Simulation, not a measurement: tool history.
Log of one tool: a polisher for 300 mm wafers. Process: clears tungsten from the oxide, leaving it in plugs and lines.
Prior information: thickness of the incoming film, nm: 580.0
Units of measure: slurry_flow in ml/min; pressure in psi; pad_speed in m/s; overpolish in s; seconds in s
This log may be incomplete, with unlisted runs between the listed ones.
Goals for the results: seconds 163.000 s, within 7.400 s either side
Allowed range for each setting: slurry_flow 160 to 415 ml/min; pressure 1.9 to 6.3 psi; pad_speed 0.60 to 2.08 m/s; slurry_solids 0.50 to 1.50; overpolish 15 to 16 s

| run | hour | slurry_flow | pressure | pad_speed | slurry_solids | overpolish | seconds |
|---|---|---|---|---|---|---|---|
| 1 | 0.0 | 265 | 4.1 | 1.34 | 1.00 | 15 | 79.788 |
| 2 | 8.9 | 265 | 3.6 | 1.34 | 1.00 | 15 | 91.633 |
| 3 | 13.6 | 215 | 3.6 | 1.34 | 1.00 | 15 | 92.445 |
| 4 | 20.4 | 215 | 3.1 | 1.34 | 1.00 | 15 | 108.040 |
| 5 | 25.2 | 215 | 2.9 | 1.32 | 1.00 | 15 | 116.050 |
| 6 | 29.8 | 215 | 2.8 | 1.32 | 1.00 | 15 | 119.520 |
| 7 | 37.9 | 215 | 2.7 | 1.32 | 1.00 | 15 | 125.450 |
| 8 | 43.5 | 215 | 2.6 | 1.32 | 1.00 | 15 | 130.890 |
| 9 | 45.7 | 215 | 2.5 | 1.32 | 1.00 | 15 | 134.640 |

Pick the move, out of 4, that brings all results within their allowed miss; only one does.
| A | 47.9 | 195 | 2.5 | 1.14 | 0.85 | 15 | ? |
| B | 47.9 | 215 | 1.9 | 1.24 | 1.00 | 15 | ? |
| C | 47.9 | 230 | 2.9 | 1.44 | 1.00 | 15 | ? |
| D | 47.9 | 215 | 2.4 | 1.26 | 1.00 | 15 | ? |

| move | seconds |
|---|---|
| A | 160.040 |
| B | 182.430 |
| C | 106.780 |
| D | 144.340 |
A: all results in spec
B: pushes the last run's worst result past its target
C: lands further from the targets than the last run did
D: moves toward the targets from the last run without getting all of them in spec
A is the move that brings every result within its allowed miss.
